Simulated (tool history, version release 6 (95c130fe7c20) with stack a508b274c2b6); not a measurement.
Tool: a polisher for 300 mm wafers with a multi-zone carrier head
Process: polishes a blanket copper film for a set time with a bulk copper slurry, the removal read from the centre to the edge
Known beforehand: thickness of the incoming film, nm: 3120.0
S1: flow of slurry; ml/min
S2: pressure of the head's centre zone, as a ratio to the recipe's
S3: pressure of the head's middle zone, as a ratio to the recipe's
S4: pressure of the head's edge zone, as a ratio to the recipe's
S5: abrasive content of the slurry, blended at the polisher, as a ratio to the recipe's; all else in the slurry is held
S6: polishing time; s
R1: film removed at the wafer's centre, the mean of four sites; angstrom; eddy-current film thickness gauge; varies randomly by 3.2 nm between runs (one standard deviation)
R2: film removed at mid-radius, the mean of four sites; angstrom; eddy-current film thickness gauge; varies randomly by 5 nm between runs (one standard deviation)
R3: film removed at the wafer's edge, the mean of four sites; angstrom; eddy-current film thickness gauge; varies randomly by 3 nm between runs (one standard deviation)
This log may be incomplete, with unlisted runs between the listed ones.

{"run": 1, "hour": 0.0, "S1": 290, "S2": 1, "S3": 1, "S4": 1, "S5": 1, "S6": 52, "R1": 4373.8, "R2": 4345.2, "R3": 4355.4}
{"run": 2, "hour": 6.3, "S1": 290, "S2": 0.92, "S3": 1, "S4": 1, "S5": 1, "S6": 52, "R1": 4024.7, "R2": 4394.6, "R3": 4323.7}
{"run": 3, "hour": 10.5, "S1": 290, "S2": 0.92, "S3": 1, "S4": 0.95, "S5": 1, "S6": 52, "R1": 3983.4, "R2": 4407.2, "R3": 4196.8}
{"run": 4, "hour": 16.7, "S1": 295, "S2": 0.95, "S3": 0.99, "S4": 0.92, "S5": 0.85, "S6": 50, "R1": 3823, "R2": 3937.1, "R3": 3828.2}
{"run": 5, "hour": 18.1, "S1": 230, "S2": 0.95, "S3": 0.99, "S4": 0.92, "S5": 0.85, "S6": 50, "R1": 3761.6, "R2": 3931.5, "R3": 3705.9}
{"run": 6, "hour": 21.5, "S1": 200, "S2": 0.95, "S3": 0.99, "S4": 0.92, "S5": 0.85, "S6": 50, "R1": 3619, "R2": 3701.6, "R3": 3637.4}
{"run": 7, "hour": 22.7, "S1": 200, "S2": 0.96, "S3": 1, "S4": 0.89, "S5": 0.8, "S6": 50, "R1": 3599.2, "R2": 3853, "R3": 3607.8}

What will run 8 give?
{"run": 8, "hour": 28.2, "S1": 205, "S2": 0.99, "S3": 0.99, "S4": 0.87, "S5": 0.75, "S6": 50, "R1": "?", "R2": "?", "R3": "?"}

Logged for run 8: R1 3653.1 angstrom, R2 3843 angstrom, R3 3613.7 angstrom.
